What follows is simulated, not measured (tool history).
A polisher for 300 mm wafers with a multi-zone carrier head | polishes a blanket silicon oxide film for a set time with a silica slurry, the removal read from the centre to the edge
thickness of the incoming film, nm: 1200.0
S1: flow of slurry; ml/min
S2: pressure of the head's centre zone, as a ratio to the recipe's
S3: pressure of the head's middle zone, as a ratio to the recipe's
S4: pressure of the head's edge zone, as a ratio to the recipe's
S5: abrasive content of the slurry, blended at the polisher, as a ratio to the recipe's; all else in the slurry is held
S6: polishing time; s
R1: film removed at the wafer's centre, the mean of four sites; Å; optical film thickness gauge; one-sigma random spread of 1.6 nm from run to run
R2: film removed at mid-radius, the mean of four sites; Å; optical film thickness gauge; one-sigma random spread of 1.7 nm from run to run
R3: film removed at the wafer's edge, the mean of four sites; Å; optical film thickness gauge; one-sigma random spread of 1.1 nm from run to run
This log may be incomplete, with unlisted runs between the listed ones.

run	day	S1	S2	S3	S4	S5	S6	R1	R2	R3
1	0.000	275	1.00	1.00	1.00	1.00	86	3025.5	3326.1	3272.2
2	0.188	275	1.00	1.00	1.03	1.00	86	3017.3	3301.1	3299.7
3	0.312	275	1.00	1.00	1.03	1.00	73	2538.7	2803.2	2834.5
4	0.562	275	1.03	1.00	1.03	1.00	73	2648.3	2820.4	2827.6
5	0.667	275	1.03	1.06	1.03	1.00	73	2659.1	2900.0	2855.1
6	0.733	275	1.02	1.05	1.00	0.90	68	2302.0	2523.7	2419.3

What does the tool deliver on the next run?
7	0.950	270	1.00	1.02	0.98	0.85	67	?	?	?

{"run 7": {"R1": 2136.9, "R2": 2391.9, "R3": 2249.5}}

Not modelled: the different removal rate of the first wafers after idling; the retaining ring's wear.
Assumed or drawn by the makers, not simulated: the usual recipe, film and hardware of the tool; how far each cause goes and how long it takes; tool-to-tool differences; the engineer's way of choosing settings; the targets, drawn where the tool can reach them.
